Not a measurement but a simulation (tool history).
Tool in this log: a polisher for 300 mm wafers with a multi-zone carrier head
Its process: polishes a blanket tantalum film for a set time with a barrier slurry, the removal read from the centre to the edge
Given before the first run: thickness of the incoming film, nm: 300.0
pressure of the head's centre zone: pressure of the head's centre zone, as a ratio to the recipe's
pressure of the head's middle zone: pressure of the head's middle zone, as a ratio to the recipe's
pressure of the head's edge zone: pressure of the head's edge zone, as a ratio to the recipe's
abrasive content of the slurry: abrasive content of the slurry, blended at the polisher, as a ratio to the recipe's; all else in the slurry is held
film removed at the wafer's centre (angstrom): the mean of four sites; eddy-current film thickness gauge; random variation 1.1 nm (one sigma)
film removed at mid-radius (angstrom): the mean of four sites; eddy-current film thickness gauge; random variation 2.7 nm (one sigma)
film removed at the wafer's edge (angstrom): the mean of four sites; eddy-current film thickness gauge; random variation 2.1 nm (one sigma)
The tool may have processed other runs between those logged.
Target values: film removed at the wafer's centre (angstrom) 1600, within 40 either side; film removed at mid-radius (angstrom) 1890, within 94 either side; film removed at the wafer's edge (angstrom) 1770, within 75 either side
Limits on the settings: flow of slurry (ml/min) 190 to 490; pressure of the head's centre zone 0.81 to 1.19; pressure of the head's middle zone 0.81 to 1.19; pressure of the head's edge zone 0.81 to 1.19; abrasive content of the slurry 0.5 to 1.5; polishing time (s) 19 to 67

run	hour	flow of slurry (ml/min)	pressure of the head's centre zone	pressure of the head's middle zone	pressure of the head's edge zone	abrasive content of the slurry	polishing time (s)	film removed at the wafer's centre (angstrom)	film removed at mid-radius (angstrom)	film removed at the wafer's edge (angstrom)
1	0	315	1	1	1	1	43	1238.2	1203.6	1226.9
2	8.2	315	1	1	0.92	1	43	1231.8	1216	1168.8
3	14.1	315	1	1	0.84	1	43	1219.7	1230.6	1123
4	22.4	315	1	1	0.81	1	43	1242	1229	1113.5
5	28.2	315	1	1	0.81	1	43	1217.1	1190.5	1089.8
6	35.2	315	1	1	0.81	1	52	1488	1485	1354.3
7	42.6	315	0.99	1.05	0.9	1.1	52	1521.6	1597.5	1450.1
# hour 46.9: slurry nozzle cleaned
8	46.9	325	0.93	1.14	1	1.35	53	1598.7	1923.1	1691.9

Which one of the following 5 next-run settings gets every result inside its allowed miss? There is exactly one.
A	51.2	390	0.93	1	1.03	1.3	53	?	?	?
B	51.2	370	0.91	1.11	1.05	1.25	55	?	?	?
C	51.2	240	0.93	1.18	0.84	1.3	56	?	?	?
D	51.2	310	0.97	1.19	0.82	1.4	53	?	?	?
E	51.2	305	0.98	1.19	0.84	1.5	49	?	?	?

move	film removed at the wafer's centre (angstrom)	film removed at mid-radius (angstrom)	film removed at the wafer's edge (angstrom)
A	1608.1	1745.5	1708.2
B	1607.8	1949.1	1760.8
C	1611.8	2024.3	1577.6
D	1676.9	2026.2	1540.3
E	1590.6	1902.3	1462.2
A: meets the target for the result that was furthest off, but another lies outside its allowed miss
B: in spec on every target
C: misses by more than the last run did
D: misses by more than the last run did
E: misses by more than the last run did
Move B is the one to make.
